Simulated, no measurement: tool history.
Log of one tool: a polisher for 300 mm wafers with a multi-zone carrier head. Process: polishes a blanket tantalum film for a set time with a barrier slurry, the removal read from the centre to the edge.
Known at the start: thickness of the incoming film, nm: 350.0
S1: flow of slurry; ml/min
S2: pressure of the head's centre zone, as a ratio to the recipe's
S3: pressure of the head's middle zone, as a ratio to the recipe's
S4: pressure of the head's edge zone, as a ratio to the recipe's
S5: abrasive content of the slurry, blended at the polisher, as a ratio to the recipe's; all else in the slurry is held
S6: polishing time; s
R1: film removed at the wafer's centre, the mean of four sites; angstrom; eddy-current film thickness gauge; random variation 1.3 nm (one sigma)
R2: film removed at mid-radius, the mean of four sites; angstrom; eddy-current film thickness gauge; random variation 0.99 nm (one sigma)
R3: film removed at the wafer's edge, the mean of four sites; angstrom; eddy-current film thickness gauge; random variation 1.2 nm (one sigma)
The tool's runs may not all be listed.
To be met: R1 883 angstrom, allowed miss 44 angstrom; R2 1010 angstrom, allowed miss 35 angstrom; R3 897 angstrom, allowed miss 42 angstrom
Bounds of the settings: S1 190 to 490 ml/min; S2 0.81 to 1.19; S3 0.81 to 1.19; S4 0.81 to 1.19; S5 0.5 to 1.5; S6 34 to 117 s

run 1 day=0 | S1=315 S2=1 S3=1 S4=1 S5=1 S6=75 | R1=694.66 R2=695.11 R3=714.24
run 2 day=0.196 | S1=315 S2=1 S3=1.08 S4=1 S5=1 S6=75 | R1=692.22 R2=738.32 R3=687.17
run 3 day=0.412 | S1=315 S2=1 S3=1.08 S4=1 S5=1 S6=68 | R1=612.6 R2=665.52 R3=641.9
run 4 day=0.458 | S1=320 S2=1 S3=1.09 S4=1.01 S5=1.1 S6=70 | R1=647.44 R2=724.13 R3=666.9
run 5 day=0.575 | S1=320 S2=1 S3=1.09 S4=1.01 S5=1.1 S6=61 | R1=578.43 R2=641.82 R3=593.28
run 6 day=0.808 | S1=320 S2=0.94 S3=1.09 S4=1.01 S5=1.1 S6=61 | R1=548.23 R2=633.87 R3=595.46
run 7 day=0.858 | S1=320 S2=0.94 S3=1.09 S4=1.01 S5=1.1 S6=61 | R1=549.17 R2=623.75 R3=595.26
run 8 day=0.954 | S1=320 S2=0.95 S3=1.09 S4=1.02 S5=1.15 S6=64 | R1=575.26 R2=674.98 R3=642.35
run 9 day=1.004 | S1=325 S2=0.98 S3=1.09 S4=1.03 S5=1.2 S6=66 | R1=639.63 R2=716.4 R3=666.87
run 10 day=1.158 | S1=325 S2=0.98 S3=1.1 S4=1.04 S5=1.25 S6=68 | R1=657.65 R2=747.6 R3=703.39
run 11 day=1.412 | S1=330 S2=0.99 S3=1.11 S4=1.05 S5=1.3 S6=70 | R1=712.63 R2=772.83 R3=739.33
run 12 day=1.783 | S1=330 S2=0.99 S3=1.12 S4=1.04 S5=1.35 S6=72 | R1=729.76 R2=823.88 R3=766.71
run 13 day=1.967 | S1=330 S2=1 S3=1.13 S4=1.04 S5=1.35 S6=73 | R1=737.68 R2=840.36 R3=775.05
run 14 day=2.121 | S1=335 S2=1.01 S3=1.14 S4=1.04 S5=1.35 S6=74 | R1=768.57 R2=857.33 R3=784.77
run 15 day=2.225 | S1=335 S2=1.01 S3=1.15 S4=1.04 S5=1.35 S6=75 | R1=761.52 R2=872.77 R3=788.13

4 next moves are on the table. One of them brings every result within its allowed miss. Which?
run A day=2.329 | S1=320 S2=0.83 S3=1.19 S4=1.1 S5=1.4 S6=81 | R1=? R2=? R3=?
run B day=2.329 | S1=280 S2=0.82 S3=1.08 S4=1.12 S5=1.35 S6=86 | R1=? R2=? R3=?
run C day=2.329 | S1=410 S2=0.91 S3=1.19 S4=1.1 S5=1.35 S6=64 | R1=? R2=? R3=?
run D day=2.329 | S1=320 S2=1.02 S3=1.16 S4=1.01 S5=1.25 S6=89 | R1=? R2=? R3=?

move=A R1=684.79 R2=985.65 R3=885.98
move=B R1=699.47 R2=939.74 R3=931.16
move=C R1=601.97 R2=787.64 R3=704.8
move=D R1=896.71 R2=1024.9 R3=903.95
A: brings the result that was furthest off to its target, and leaves another outside
B: further off than the last run
C: further off than the last run
D: meets every target
Move D is the one to make.
